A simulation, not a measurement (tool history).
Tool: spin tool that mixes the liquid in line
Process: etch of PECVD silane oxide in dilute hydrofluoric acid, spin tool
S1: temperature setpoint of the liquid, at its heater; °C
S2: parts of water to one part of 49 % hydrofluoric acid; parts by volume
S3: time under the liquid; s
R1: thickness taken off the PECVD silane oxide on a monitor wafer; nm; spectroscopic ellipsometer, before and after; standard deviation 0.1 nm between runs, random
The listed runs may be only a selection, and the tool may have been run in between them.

run,hour,S1,S2,S3,R1
1,0.0,24.0,145,320,33.079
2,4.8,22.5,150,320,30.023
3,7.6,22.5,105,320,45.225
4,8.4,21.5,120,320,37.380
5,9.5,19.0,120,320,33.434
6,15.2,18.5,130,320,29.883
7,23.3,18.0,140,320,27.025
8,29.1,18.0,145,320,26.021
9,37.2,18.0,150,320,25.087

Run 10, settings as shown, results not yet in. Your forecast:
10,44.8,18.0,155,320,?

Logged for run 10: R1 24.135 nm.

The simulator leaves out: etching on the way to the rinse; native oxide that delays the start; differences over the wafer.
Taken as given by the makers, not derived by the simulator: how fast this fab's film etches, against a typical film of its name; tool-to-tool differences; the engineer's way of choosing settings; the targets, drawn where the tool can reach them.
